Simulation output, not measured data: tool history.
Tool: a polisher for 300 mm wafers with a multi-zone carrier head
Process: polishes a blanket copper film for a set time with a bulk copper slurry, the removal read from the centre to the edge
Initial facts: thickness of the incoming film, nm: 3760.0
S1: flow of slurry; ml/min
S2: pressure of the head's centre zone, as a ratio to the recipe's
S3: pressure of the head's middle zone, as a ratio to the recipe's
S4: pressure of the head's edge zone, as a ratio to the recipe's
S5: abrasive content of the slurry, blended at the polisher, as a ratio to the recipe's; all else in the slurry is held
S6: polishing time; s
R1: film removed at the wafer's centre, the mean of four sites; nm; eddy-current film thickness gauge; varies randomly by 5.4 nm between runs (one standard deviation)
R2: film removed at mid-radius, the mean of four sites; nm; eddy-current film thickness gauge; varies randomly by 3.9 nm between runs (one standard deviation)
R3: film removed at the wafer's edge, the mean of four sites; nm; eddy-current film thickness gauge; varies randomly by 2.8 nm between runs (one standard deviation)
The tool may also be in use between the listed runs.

run,hour,S1,S2,S3,S4,S5,S6,R1,R2,R3
1,0.0,215,1.00,1.00,1.00,1.00,81,723.14,720.67,748.26
2,8.6,215,1.00,1.02,0.97,0.90,74,647.54,672.48,657.97
3,9.6,265,1.00,1.02,0.97,0.90,74,658.13,689.35,666.55
4,14.5,265,1.00,1.02,0.95,0.85,68,594.95,613.51,601.33
5,15.3,265,1.00,0.97,0.95,0.85,68,593.07,579.94,602.48
6,24.2,265,1.00,0.97,0.95,0.95,68,610.63,593.18,616.18
7,27.0,240,0.97,1.07,0.85,0.70,46,371.60,404.39,375.13

Predict the results of run 8:
8,29.8,245,0.97,1.08,0.85,0.70,46,?,?,?

R1: 371.07 nm
R2: 404.81 nm
R3: 371.55 nm
